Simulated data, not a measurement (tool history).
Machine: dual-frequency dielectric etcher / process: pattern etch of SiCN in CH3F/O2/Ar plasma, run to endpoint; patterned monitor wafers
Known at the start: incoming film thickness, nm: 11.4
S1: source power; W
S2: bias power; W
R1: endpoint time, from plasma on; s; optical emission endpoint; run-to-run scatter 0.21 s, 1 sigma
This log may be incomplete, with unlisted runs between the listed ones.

Run 1, day 0.000: S1 400 W, S2 58 W. Result: R1 30.749 s.
Run 2, day 0.146: S1 470 W, S2 58 W. Result: R1 29.296 s.
Run 3, day 0.425: S1 470 W, S2 67 W. Result: R1 27.457 s.
Run 4, day 0.675: S1 520 W, S2 67 W. Result: R1 26.291 s.
Run 5, day 0.833: S1 470 W, S2 63 W. Result: R1 28.091 s.
Run 6, day 1.192: S1 430 W, S2 59 W. Result: R1 29.666 s.
Run 7, day 1.304: S1 400 W, S2 56 W. Result: R1 31.401 s.
Run 8, day 1.458: S1 380 W, S2 55 W. Result: R1 31.910 s.

Forecast run 9:
Run 9, day 1.621: S1 360 W, S2 53 W. Result: R1 ?.

R1: 33.135 s

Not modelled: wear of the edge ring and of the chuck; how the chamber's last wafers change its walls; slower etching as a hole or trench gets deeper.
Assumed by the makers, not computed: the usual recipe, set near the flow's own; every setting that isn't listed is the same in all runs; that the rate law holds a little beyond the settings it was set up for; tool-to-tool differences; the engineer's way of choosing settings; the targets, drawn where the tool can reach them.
